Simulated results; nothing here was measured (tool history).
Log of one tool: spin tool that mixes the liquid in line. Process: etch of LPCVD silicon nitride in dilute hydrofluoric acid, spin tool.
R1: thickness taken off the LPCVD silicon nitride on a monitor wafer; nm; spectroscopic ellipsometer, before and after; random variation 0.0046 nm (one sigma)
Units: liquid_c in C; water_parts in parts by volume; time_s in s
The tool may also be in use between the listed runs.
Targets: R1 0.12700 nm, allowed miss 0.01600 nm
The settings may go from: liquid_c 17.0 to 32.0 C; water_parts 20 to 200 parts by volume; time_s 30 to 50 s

{"run": 1, "hour": 0.0, "liquid_c": 24.0, "water_parts": 110, "time_s": 50, "R1": 0.24646}
{"run": 2, "hour": 8.9, "liquid_c": 24.0, "water_parts": 110, "time_s": 50, "R1": 0.24145}
{"run": 3, "hour": 11.2, "liquid_c": 23.0, "water_parts": 120, "time_s": 45, "R1": 0.1837}
{"run": 4, "hour": 18.7, "liquid_c": 23.0, "water_parts": 80, "time_s": 45, "R1": 0.27727}
{"run": 5, "hour": 24.0, "liquid_c": 23.0, "water_parts": 115, "time_s": 45, "R1": 0.19754}
{"run": 6, "hour": 29.0, "liquid_c": 23.0, "water_parts": 100, "time_s": 45, "R1": 0.22573}
{"run": 7, "hour": 31.3, "liquid_c": 23.0, "water_parts": 100, "time_s": 45, "R1": 0.22531}
{"run": 8, "hour": 38.7, "liquid_c": 22.0, "water_parts": 105, "time_s": 45, "R1": 0.19122}

4 next moves are on the table. One of them brings every result within its allowed miss. Which?
{"run": "A", "hour": 46.1, "liquid_c": 20.5, "water_parts": 130, "time_s": 50, "R1": "?"}
{"run": "B", "hour": 46.1, "liquid_c": 21.0, "water_parts": 125, "time_s": 45, "R1": "?"}
{"run": "C", "hour": 46.1, "liquid_c": 19.0, "water_parts": 95, "time_s": 30, "R1": "?"}
{"run": "D", "hour": 46.1, "liquid_c": 18.5, "water_parts": 100, "time_s": 50, "R1": "?"}

move=A R1=0.15888
move=B R1=0.15364
move=C R1=0.11690
move=D R1=0.17907
A: nearer than the last run, and not there yet
B: nearer than the last run, and not there yet
C: meets every target
D: nearer than the last run, and not there yet
Answer: C

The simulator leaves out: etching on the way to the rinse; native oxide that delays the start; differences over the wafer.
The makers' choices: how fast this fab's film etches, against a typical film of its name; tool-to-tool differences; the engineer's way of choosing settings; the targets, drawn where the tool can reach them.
